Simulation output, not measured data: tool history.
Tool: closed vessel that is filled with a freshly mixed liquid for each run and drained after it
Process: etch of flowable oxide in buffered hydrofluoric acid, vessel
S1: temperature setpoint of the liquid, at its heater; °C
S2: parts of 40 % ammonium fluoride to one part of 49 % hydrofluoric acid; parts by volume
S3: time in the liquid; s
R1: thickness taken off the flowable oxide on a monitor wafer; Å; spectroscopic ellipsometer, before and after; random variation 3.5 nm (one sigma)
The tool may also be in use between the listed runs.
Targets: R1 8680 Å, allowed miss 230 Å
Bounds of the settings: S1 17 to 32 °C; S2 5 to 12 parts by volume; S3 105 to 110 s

run,hour,S1,S2,S3,R1
1,0,24,7,105,6428
2,6.6,24,7,110,6756.9
3,14.9,25.5,7,110,7363.7
4,16.9,23,7,110,6434.9
5,22.4,23.5,7,110,6577.2
6,23.8,23.5,7,105,6316.1
7,30.5,24,7,105,6485.7
8,35.2,24.5,7,105,6672
9,36,25,7,105,6811.8
10,36.8,25.5,7,105,7036

4 next moves are on the table. One of them brings every result within its allowed miss. Which?
A,37.6,21.5,7.5,105,?
B,37.6,26,6,110,?
C,37.6,25.5,6,105,?
D,37.6,23.5,8,105,?

move,R1
A,5241.1
B,8640.4
C,8028.8
D,5456.1
A: further off than the last run
B: meets every target
C: nearer than the last run, and not there yet
D: further off than the last run
Move B is the one to make.

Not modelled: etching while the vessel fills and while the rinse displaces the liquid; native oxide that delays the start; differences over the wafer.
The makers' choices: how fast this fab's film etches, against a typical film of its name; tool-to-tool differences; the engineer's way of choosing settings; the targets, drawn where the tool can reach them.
